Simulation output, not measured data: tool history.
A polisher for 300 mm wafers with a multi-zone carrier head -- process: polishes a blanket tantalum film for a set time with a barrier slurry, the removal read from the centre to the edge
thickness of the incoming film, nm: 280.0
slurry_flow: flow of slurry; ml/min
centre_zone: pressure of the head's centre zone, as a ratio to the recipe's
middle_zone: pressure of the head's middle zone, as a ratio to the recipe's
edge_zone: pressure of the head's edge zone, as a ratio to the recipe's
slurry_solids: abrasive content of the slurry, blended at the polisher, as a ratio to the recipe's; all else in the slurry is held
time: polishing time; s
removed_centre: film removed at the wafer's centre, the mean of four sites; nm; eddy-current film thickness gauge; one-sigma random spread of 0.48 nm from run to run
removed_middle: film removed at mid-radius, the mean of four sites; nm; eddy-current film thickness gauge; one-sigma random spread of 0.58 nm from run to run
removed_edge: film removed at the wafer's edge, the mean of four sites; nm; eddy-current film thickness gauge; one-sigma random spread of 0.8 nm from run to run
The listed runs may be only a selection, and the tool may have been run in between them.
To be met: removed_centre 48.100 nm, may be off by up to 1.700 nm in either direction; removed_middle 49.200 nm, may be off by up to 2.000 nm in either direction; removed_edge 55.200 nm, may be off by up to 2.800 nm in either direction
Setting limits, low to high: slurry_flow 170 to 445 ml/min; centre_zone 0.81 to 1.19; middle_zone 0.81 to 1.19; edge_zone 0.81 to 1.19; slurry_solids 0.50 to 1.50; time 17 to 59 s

| run | hour | slurry_flow | centre_zone | middle_zone | edge_zone | slurry_solids | time | removed_centre | removed_middle | removed_edge |
|---|---|---|---|---|---|---|---|---|---|---|
| 1 | 0.0 | 285 | 1.00 | 1.00 | 1.00 | 1.00 | 38 | 57.506 | 56.716 | 56.444 |
| 2 | 3.3 | 285 | 1.00 | 1.00 | 1.07 | 1.00 | 38 | 58.020 | 58.066 | 58.305 |
| 3 | 7.3 | 280 | 0.97 | 0.98 | 1.07 | 0.95 | 38 | 55.237 | 54.938 | 57.614 |
| 4 | 15.3 | 280 | 0.97 | 0.98 | 1.12 | 0.95 | 38 | 56.251 | 55.781 | 59.143 |
| 5 | 23.1 | 280 | 1.05 | 0.98 | 1.12 | 0.95 | 38 | 58.798 | 57.406 | 57.415 |
| 6 | 25.1 | 280 | 0.99 | 0.98 | 1.12 | 0.95 | 38 | 56.493 | 57.025 | 58.553 |
| 7 | 29.8 | 275 | 0.97 | 0.97 | 1.11 | 0.90 | 38 | 55.152 | 54.996 | 57.793 |
| 8 | 35.1 | 270 | 0.95 | 0.96 | 1.11 | 0.85 | 38 | 52.188 | 52.090 | 55.217 |
| 9 | 40.0 | 270 | 0.95 | 0.96 | 1.11 | 0.85 | 38 | 52.331 | 52.383 | 56.998 |
| 10 | 48.8 | 265 | 0.94 | 0.96 | 1.10 | 0.85 | 38 | 52.136 | 53.010 | 55.188 |
| 11 | 56.8 | 265 | 0.92 | 0.95 | 1.10 | 0.85 | 38 | 50.719 | 52.078 | 54.586 |
| 12 | 62.5 | 270 | 0.91 | 0.93 | 1.11 | 0.85 | 38 | 50.665 | 51.916 | 56.066 |
| 13 | 71.4 | 265 | 0.90 | 0.92 | 1.11 | 0.85 | 38 | 50.302 | 51.227 | 55.950 |

5 next moves are on the table. One of them brings every result within its allowed miss. Which?
| A | 80.3 | 205 | 0.85 | 1.06 | 0.99 | 0.85 | 40 | ? | ? | ? |
| B | 80.3 | 315 | 0.88 | 0.85 | 1.13 | 0.80 | 37 | ? | ? | ? |
| C | 80.3 | 240 | 1.01 | 0.96 | 0.98 | 0.75 | 38 | ? | ? | ? |
| D | 80.3 | 385 | 0.85 | 0.90 | 1.08 | 0.95 | 35 | ? | ? | ? |
| E | 80.3 | 230 | 0.86 | 0.88 | 1.19 | 0.80 | 37 | ? | ? | ? |

| move | removed_centre | removed_middle | removed_edge |
|---|---|---|---|
| A | 48.048 | 57.601 | 54.125 |
| B | 47.231 | 46.260 | 54.495 |
| C | 50.507 | 49.072 | 49.397 |
| D | 47.547 | 49.808 | 54.626 |
| E | 44.534 | 45.727 | 54.379 |
A: puts the biggest miss on target and leaves a different result outside tolerance
B: puts the biggest miss on target and leaves a different result outside tolerance
C: misses by more than the last run did
D: meets every target
E: carries the result that was furthest off beyond its target, to the other side
Correct choice: D, which meets every target

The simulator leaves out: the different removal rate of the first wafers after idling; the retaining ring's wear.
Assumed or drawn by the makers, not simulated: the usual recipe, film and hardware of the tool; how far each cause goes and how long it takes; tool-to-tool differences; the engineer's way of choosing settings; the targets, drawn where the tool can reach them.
